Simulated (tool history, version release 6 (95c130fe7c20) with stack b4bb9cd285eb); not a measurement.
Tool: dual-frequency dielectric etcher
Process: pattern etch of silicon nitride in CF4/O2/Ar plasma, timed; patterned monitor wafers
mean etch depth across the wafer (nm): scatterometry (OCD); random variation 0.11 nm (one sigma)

run,hour,source power (W),bias power (W),Ar flow (sccm),CF4 flow (sccm),etch time (s),mean etch depth across the wafer (nm)
1,0,490,60,124,72,13.5,25.236
2,5.8,490,60,124,72,13.5,25.299
3,11.9,490,60,124,72,14,25.899
4,18.7,490,60,124,72,13.5,24.988
5,26.6,460,60,124,72,13.5,23.882
6,27.5,430,60,124,72,13.5,22.412
7,35.9,420,60,124,72,13.5,22.169
8,40.5,410,60,124,72,13.5,21.606

Run 9 comes next. What will it give?
9,46.1,400,60,124,72,13.5,?

Run 9 gave mean etch depth across the wafer (nm) 21.181.
